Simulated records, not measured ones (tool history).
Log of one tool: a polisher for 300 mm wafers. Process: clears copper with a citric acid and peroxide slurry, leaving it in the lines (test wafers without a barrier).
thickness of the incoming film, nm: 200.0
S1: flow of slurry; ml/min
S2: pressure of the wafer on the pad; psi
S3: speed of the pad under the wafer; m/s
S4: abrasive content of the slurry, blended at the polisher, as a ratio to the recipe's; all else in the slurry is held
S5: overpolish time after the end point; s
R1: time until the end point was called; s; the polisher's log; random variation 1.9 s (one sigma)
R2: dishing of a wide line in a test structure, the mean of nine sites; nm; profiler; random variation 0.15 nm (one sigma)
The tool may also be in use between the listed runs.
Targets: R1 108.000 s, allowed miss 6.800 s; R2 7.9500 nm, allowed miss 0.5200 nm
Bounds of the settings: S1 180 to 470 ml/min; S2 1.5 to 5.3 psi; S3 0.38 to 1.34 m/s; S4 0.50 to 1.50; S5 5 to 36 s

| run | hour | S1 | S2 | S3 | S4 | S5 | R1 | R2 |
|---|---|---|---|---|---|---|---|---|
| 1 | 0.0 | 300 | 3.4 | 0.86 | 1.00 | 18 | 130.920 | 21.8640 |
| 2 | 7.8 | 300 | 3.2 | 0.90 | 1.00 | 15 | 135.570 | 18.7190 |
| 3 | 14.5 | 300 | 3.7 | 0.78 | 0.95 | 13 | 130.270 | 16.4780 |
| 4 | 21.9 | 355 | 3.7 | 0.78 | 0.95 | 13 | 132.390 | 15.9760 |
|  | 24.6 | slurry blender recalibrated |
| 5 | 24.6 | 355 | 4.4 | 0.78 | 0.95 | 13 | 103.440 | 20.7670 |
| 6 | 32.4 | 380 | 4.6 | 0.70 | 0.85 | 11 | 115.130 | 15.7370 |
| 7 | 38.8 | 400 | 4.8 | 0.68 | 0.75 | 10 | 116.960 | 14.7050 |
| 8 | 39.6 | 415 | 4.9 | 0.66 | 0.70 | 9 | 114.880 | 12.8530 |
| 9 | 43.8 | 430 | 4.9 | 0.66 | 0.65 | 8 | 119.290 | 11.8000 |
| 10 | 47.1 | 345 | 4.0 | 0.78 | 0.80 | 5 | 120.610 | 7.3921 |
| 11 | 54.3 | 340 | 4.1 | 0.78 | 0.80 | 5 | 118.450 | 7.2530 |
| 12 | 56.8 | 340 | 4.1 | 0.78 | 0.80 | 5 | 115.230 | 7.4518 |

5 next moves are on the table. One of them brings every result within its allowed miss. Which?
| A | 59.3 | 360 | 4.6 | 0.64 | 0.75 | 5 | ? | ? |
| B | 59.3 | 325 | 4.1 | 0.84 | 0.50 | 5 | ? | ? |
| C | 59.3 | 280 | 5.2 | 0.86 | 0.55 | 5 | ? | ? |
| D | 59.3 | 370 | 4.7 | 0.74 | 0.70 | 5 | ? | ? |
| E | 59.3 | 360 | 4.2 | 0.70 | 0.65 | 6 | ? | ? |

| move | R1 | R2 |
|---|---|---|
| A | 127.940 | 6.4381 |
| B | 121.650 | 6.7578 |
| C | 93.569 | 8.7497 |
| D | 110.320 | 7.4445 |
| E | 132.420 | 7.4361 |
A: further off than the last run
B: further off than the last run
C: takes the result that was furthest off past its target
D: meets every target
E: further off than the last run
Answer: D
